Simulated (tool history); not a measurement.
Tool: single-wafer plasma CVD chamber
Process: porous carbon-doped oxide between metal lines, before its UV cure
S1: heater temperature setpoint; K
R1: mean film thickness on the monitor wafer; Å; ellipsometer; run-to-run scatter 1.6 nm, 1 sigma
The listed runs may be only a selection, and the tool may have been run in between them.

Run 1, hour 0: S1 583.15 K, RF power (kW) 0.47, deposition time (s) 48.7. Result: R1 2398.6 Å.
Run 2, hour 5.6: S1 581.15 K, RF power (kW) 0.475, deposition time (s) 48.7. Result: R1 2450.3 Å.
Run 3, hour 9.2: S1 580.15 K, RF power (kW) 0.475, deposition time (s) 48.7. Result: R1 2465.5 Å.
Run 4, hour 11.1: S1 576.15 K, RF power (kW) 0.475, deposition time (s) 48.7. Result: R1 2523.6 Å.
Run 5, hour 16.8: S1 575.15 K, RF power (kW) 0.475, deposition time (s) 48.7. Result: R1 2540.6 Å.
Run 6, hour 22.8: S1 574.15 K, RF power (kW) 0.475, deposition time (s) 48.7. Result: R1 2529.4 Å.

Run 7 comes next. What will it give?
Run 7, hour 23.9: S1 573.15 K, RF power (kW) 0.475, deposition time (s) 48.7. Result: R1 ?.

R1: 2581.9 Å
